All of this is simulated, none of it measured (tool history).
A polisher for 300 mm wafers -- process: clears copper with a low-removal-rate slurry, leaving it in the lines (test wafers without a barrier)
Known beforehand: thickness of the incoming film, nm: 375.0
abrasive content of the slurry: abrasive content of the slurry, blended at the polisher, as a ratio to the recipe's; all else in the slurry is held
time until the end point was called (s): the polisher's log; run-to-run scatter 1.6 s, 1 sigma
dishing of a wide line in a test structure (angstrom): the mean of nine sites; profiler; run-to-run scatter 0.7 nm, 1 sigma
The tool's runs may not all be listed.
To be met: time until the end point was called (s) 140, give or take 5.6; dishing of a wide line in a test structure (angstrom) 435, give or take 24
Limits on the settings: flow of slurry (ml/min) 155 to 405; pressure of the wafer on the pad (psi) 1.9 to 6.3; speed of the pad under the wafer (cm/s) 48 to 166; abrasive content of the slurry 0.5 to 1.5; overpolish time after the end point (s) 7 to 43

run  hour  flow of slurry (ml/min)  pressure of the wafer on the pad (psi)  speed of the pad under the wafer (cm/s)  abrasive content of the slurry  overpolish time after the end point (s)  time until the end point was called (s)  dishing of a wide line in a test structure (angstrom)
  1     0                      260                                     4.1                                      106                               1                                       22                                   98.001                                                 574.14
  2   6.8                      260                                     3.7                                      106                               1                                       22                                   108.65                                                 529.58
  3  14.8                      260                                     3.7                                      132                               1                                       22                                   88.436                                                 628.45
  4  23.3                      260                                     4.5                                      132                               1                                       22                                   72.638                                                 748.99
  5  30.6                      260                                     3.8                                      132                               1                                       22                                   87.289                                                  647.4
  6  32.2                      260                                     3.3                                      132                               1                                       22                                   100.22                                                  588.5
  7  33.7                      260                                       3                                      132                               1                                       22                                   109.01                                                 529.78
  8  39.9                      260                                     2.8                                      132                               1                                       22                                   117.78                                                 504.49
  9  40.6                      260                                     2.7                                      132                               1                                       22                                   121.38                                                 497.51
 10  47.1                      260                                     2.6                                      132                               1                                       22                                   125.74                                                 471.85
 11  55.5                      260                                     2.5                                      132                               1                                       22                                   129.59                                                  459.9
 12  62.6                      255                                     2.1                                      132                               1                                       22                                    151.6                                                 381.68
 13  71.2                      270                                     2.1                                      132                               1                                       22                                   152.72                                                 389.92
 14  74.4                      260                                     2.1                                      132                               1                                       22                                   152.46                                                 398.55
 15  76.5                      260                                     2.2                                      132                               1                                       22                                   145.27                                                  412.9

4 next moves are on the table. One of them brings every result within its allowed miss. Which?
  A  78.6                      245                                     2.1                                      142                             1.1                                       23                                        ?                                                      ?
  B  78.6                      255                                     2.1                                      132                            1.05                                       22                                        ?                                                      ?
  C  78.6                      305                                       3                                       84                             1.2                                       24                                        ?                                                      ?
  D  78.6                      245                                     2.1                                      128                               1                                       21                                        ?                                                      ?

move  time until the end point was called (s)  dishing of a wide line in a test structure (angstrom)
   A                                   141.46                                                 438.93
   B                                   153.48                                                 397.28
   C                                   160.61                                                 423.31
   D                                   161.01                                                 367.99
A: in spec on every target
B: lands further from the targets than the last run did
C: lands further from the targets than the last run did
D: lands further from the targets than the last run did
A is the move that brings every result within its allowed miss.

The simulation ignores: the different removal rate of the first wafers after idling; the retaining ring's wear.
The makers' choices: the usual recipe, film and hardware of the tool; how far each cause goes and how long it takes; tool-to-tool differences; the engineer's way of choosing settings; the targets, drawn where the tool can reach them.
